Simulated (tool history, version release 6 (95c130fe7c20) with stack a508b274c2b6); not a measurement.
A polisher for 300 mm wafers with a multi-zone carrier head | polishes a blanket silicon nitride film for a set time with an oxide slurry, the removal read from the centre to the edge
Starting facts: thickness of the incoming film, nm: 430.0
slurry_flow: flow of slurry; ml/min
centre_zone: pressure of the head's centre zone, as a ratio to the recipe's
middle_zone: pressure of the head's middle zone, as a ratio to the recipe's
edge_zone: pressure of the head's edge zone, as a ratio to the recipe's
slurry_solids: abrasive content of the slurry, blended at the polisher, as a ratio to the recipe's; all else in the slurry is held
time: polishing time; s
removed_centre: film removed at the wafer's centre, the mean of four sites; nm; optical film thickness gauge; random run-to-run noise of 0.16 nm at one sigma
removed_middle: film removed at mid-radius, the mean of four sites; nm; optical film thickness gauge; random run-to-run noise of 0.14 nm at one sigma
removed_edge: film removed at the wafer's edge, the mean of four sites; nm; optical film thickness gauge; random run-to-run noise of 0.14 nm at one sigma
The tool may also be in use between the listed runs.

run    day  slurry_flow  centre_zone  middle_zone  edge_zone  slurry_solids  time  removed_centre  removed_middle  removed_edge
  1      0          150            1            1          1              1    41          22.459          21.812        21.754
  2  0.183          150            1         1.04          1              1    41          21.717          22.323        21.603
  3  0.292          135         0.96            1       0.99           0.85    39          18.519          19.016        18.887
  4  0.346          125         0.92         0.96       0.98           0.75    38          15.363          16.266        17.017
  5   0.45          120         0.91         0.94       0.94            0.7    38          14.736          14.965        16.117
  6    0.7          115          0.9         0.94       0.91            0.7    38          14.232          15.114        15.683

Forecast run 7:
  7  0.967          110          0.9         0.92       0.89            0.7    38               ?               ?             ?

removed_centre: 14.108 nm
removed_middle: 14.69 nm
removed_edge: 15.621 nm

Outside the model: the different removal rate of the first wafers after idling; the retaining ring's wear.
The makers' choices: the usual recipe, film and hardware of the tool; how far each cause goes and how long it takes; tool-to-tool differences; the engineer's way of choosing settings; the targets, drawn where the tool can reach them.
